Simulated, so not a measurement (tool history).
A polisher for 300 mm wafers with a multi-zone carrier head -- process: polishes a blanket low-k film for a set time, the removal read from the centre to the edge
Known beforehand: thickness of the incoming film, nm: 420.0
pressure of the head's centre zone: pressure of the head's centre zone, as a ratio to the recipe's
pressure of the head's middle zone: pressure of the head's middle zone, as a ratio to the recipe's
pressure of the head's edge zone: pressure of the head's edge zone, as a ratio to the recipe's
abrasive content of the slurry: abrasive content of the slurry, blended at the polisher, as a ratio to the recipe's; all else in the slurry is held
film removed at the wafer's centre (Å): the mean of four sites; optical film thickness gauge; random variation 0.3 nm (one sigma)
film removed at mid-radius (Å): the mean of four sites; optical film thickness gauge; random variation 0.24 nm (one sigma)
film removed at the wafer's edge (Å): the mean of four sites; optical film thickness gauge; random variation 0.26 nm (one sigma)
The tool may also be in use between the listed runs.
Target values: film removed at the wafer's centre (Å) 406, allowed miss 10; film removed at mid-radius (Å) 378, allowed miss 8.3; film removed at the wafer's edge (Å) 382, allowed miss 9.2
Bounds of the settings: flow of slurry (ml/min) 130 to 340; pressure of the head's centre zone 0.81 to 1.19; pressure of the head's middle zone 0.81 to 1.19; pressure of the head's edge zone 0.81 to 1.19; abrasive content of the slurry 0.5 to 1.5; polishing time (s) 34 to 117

run,hour,flow of slurry (ml/min),pressure of the head's centre zone,pressure of the head's middle zone,pressure of the head's edge zone,abrasive content of the slurry,polishing time (s),film removed at the wafer's centre (Å),film removed at mid-radius (Å),film removed at the wafer's edge (Å)
1,0,220,1,1,1,1,75,303.18,294.24,306.36
2,7.3,220,1,1,1,1,62,251.52,245.11,251.05
3,11.7,220,1.08,1,1,1,62,269.24,245.47,248.87
4,20.4,180,1.08,1,1,1,62,264.14,237.87,243.4
5,23.6,180,1.08,1.06,1,1,62,261.11,249.31,243.36
6,29,180,1.08,1.06,1,1,77,325.78,308.87,304.45
7,37.7,205,1.1,1.07,1.05,1.05,77,348.64,325.46,317.21
8,40.2,215,1.09,1.06,1.15,1.3,78,381.55,355.4,369
9,47,230,1.09,1.07,1.15,1.3,78,383.49,361.96,368.71
10,53.2,230,1.09,1.07,1.15,1.3,78,385.22,360.53,378.8
11,56.6,240,1.1,1.08,1.14,1.3,78,388.99,364.61,375.56
12,58.3,245,1.11,1.09,1.14,1.3,78,397.45,370.32,372.65

Consider the 4 candidate settings below. Which is the only one whose results all fall within their allowed miss of target?
A,60,205,1.18,1.06,1.08,1.3,80,?,?,?
B,60,280,1.1,1.07,1.11,1.25,81,?,?,?
C,60,250,1.1,1.13,1.11,1.2,79,?,?,?
D,60,275,1.04,1.02,1.19,1.3,83,?,?,?

move,film removed at the wafer's centre (Å),film removed at mid-radius (Å),film removed at the wafer's edge (Å)
A,419.19,364.74,365.72
B,408.12,382.29,381.7
C,386.59,378.33,362.85
D,399.82,382.15,410.82
A: the biggest miss grows against the last run
B: meets every target
C: the biggest miss grows against the last run
D: takes the result that was furthest off past its target
The move that meets every target is B.

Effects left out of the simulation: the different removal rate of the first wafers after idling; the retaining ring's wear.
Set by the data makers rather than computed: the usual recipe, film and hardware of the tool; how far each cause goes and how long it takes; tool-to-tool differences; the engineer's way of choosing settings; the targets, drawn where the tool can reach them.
